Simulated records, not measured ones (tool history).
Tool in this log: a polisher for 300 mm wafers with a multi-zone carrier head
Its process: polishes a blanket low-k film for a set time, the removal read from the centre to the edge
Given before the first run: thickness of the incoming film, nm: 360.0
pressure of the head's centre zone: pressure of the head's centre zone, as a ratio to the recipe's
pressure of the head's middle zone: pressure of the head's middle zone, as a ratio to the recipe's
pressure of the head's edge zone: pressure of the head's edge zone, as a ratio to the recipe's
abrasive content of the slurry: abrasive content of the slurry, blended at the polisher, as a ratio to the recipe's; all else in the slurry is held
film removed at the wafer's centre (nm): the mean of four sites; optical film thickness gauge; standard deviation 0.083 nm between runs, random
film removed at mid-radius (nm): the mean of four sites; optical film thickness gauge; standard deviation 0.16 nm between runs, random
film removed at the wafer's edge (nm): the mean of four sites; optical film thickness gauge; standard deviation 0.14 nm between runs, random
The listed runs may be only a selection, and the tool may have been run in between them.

run,hour,flow of slurry (ml/min),pressure of the head's centre zone,pressure of the head's middle zone,pressure of the head's edge zone,abrasive content of the slurry,polishing time (s),film removed at the wafer's centre (nm),film removed at mid-radius (nm),film removed at the wafer's edge (nm)
1,0.0,290,1.00,1.00,1.00,1.00,47,15.911,15.234,15.666
2,4.5,290,1.00,1.00,1.00,1.00,51,17.704,16.589,16.708
3,6.3,290,1.00,1.00,1.00,1.00,45,15.326,14.836,14.986
4,6.9,290,1.00,1.00,1.00,1.00,37,12.792,12.336,12.328
5,12.6,290,1.00,1.00,1.05,1.00,37,12.502,12.223,12.408
6,14.6,285,0.99,1.04,1.04,0.95,37,12.266,12.247,12.319
7,15.9,290,0.97,1.08,1.00,0.90,37,11.741,12.499,11.981
8,17.8,290,0.96,1.10,0.98,0.90,37,11.658,12.739,11.705

What will run 9 give?
9,22.7,285,0.95,1.11,0.97,0.90,37,?,?,?

film removed at the wafer's centre (nm): 11.592
film removed at mid-radius (nm): 12.636
film removed at the wafer's edge (nm): 11.713
